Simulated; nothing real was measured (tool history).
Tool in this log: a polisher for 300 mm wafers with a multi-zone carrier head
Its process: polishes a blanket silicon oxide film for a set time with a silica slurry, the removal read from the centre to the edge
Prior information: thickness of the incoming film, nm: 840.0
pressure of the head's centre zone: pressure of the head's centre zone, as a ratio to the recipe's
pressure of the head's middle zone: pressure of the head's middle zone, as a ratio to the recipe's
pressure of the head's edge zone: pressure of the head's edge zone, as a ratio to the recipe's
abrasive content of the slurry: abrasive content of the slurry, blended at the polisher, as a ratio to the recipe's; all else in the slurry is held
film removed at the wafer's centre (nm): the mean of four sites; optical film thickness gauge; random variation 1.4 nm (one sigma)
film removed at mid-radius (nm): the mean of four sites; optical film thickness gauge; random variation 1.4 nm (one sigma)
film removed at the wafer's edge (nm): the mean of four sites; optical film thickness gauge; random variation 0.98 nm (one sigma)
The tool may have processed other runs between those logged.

run,hour,flow of slurry (ml/min),pressure of the head's centre zone,pressure of the head's middle zone,pressure of the head's edge zone,abrasive content of the slurry,polishing time (s),film removed at the wafer's centre (nm),film removed at mid-radius (nm),film removed at the wafer's edge (nm)
1,0.0,180,1.00,1.00,1.00,1.00,65,229.35,225.31,219.65
2,8.6,175,0.98,0.99,0.96,0.90,65,209.64,207.41,203.70
3,15.8,175,1.01,0.99,0.96,0.90,65,218.72,209.54,203.77
4,19.1,175,1.01,0.99,0.96,0.90,80,262.76,256.93,252.44
5,24.6,170,0.99,0.99,0.93,0.80,77,227.64,227.66,220.80
6,26.5,170,0.98,0.99,0.91,0.75,76,213.11,213.57,204.91
7,33.4,170,0.97,0.99,0.89,0.70,76,201.04,204.74,194.98
8,34.6,170,0.96,0.99,0.87,0.65,76,184.36,192.66,180.18
9,35.5,170,0.96,0.98,0.86,0.65,76,187.95,190.31,182.09
10,36.2,170,0.96,0.98,0.85,0.60,76,173.93,175.45,169.48
11,44.9,165,0.96,0.98,0.84,0.60,76,175.07,175.48,165.72
12,52.4,155,0.95,0.98,0.84,0.60,76,170.40,173.07,164.62
13,57.4,120,0.94,0.99,0.81,0.55,76,144.51,155.21,144.20
14,62.5,130,0.94,0.99,0.81,0.55,76,149.06,154.89,146.19
15,65.0,140,0.94,0.99,0.81,0.55,76,151.02,157.63,147.16
16,65.6,145,0.94,0.99,0.81,0.55,76,149.08,160.72,148.80
17,66.6,150,0.94,0.99,0.81,0.55,76,153.34,160.00,151.44

Run 18 comes next. What will it give?
18,67.2,155,0.94,0.99,0.81,0.55,76,?,?,?

{"run 18": {"film removed at the wafer's centre (nm)": 156.52, "film removed at mid-radius (nm)": 161.8, "film removed at the wafer's edge (nm)": 148.88}}
